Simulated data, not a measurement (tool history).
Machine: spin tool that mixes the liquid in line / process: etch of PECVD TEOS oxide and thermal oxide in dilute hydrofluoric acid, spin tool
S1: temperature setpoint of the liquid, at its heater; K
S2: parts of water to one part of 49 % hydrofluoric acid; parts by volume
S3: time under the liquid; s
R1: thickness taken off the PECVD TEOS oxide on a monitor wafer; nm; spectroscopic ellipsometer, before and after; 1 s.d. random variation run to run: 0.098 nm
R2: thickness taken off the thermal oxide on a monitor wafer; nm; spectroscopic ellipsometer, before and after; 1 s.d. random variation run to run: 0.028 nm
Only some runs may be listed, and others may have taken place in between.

run 1 hour=0.0 | S1=296.15 S2=115 S3=85 | R1=8.0427 R2=3.8459
run 2 hour=4.5 | S1=299.65 S2=115 S3=85 | R1=9.2476 R2=4.3971
run 3 hour=13.4 | S1=297.15 S2=115 S3=85 | R1=8.3268 R2=4.0030
run 4 hour=21.0 | S1=294.65 S2=115 S3=85 | R1=7.5024 R2=3.6246
run 5 hour=24.9 | S1=295.65 S2=115 S3=85 | R1=7.8500 R2=3.7280
run 6 hour=33.5 | S1=297.65 S2=115 S3=85 | R1=8.4297 R2=4.0488

Run 7 is up next; what results do you expect?
run 7 hour=40.6 | S1=298.15 S2=115 S3=85 | R1=? R2=?

Logged for run 7: R1 8.7290 nm, R2 4.1529 nm.

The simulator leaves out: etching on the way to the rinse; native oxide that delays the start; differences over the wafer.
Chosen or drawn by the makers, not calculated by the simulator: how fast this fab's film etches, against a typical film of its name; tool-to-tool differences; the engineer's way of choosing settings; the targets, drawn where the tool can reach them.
